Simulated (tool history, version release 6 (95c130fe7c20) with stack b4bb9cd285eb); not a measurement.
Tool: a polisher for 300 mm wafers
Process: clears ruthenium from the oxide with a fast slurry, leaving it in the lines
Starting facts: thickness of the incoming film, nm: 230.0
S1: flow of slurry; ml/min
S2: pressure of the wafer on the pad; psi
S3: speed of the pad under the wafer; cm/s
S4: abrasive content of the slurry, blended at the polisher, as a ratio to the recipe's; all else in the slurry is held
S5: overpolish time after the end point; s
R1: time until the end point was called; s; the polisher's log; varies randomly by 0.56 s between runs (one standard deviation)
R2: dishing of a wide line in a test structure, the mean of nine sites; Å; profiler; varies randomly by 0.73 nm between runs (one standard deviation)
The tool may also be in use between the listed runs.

run	day	S1	S2	S3	S4	S5	R1	R2
1	0	305	3.3	96	1	24	64.663	563
2	0.338	305	3.6	96	1	23	59.568	587.54
3	0.442	305	3.9	96	1	22	54.132	602.12
4	0.642	305	3.4	96	1	22	63.838	539.83
5	1	350	3.4	96	1	22	61.406	546.77
6	1.288	360	3.7	96	1	21	57.339	575.34
7	1.392	360	4	96	1	20	52.327	574.37
8	1.638	360	4.2	96	1	20	50.089	602.85
9	1.883	360	4.2	96	1	20	48.341	595.31
10	2.046	360	4.3	96	1	20	48.817	610.2

What does the tool deliver on the next run?
11	2.346	360	4.4	96	1	20	?	?

{"run 11": {"R1": 46.683, "R2": 610.59}}
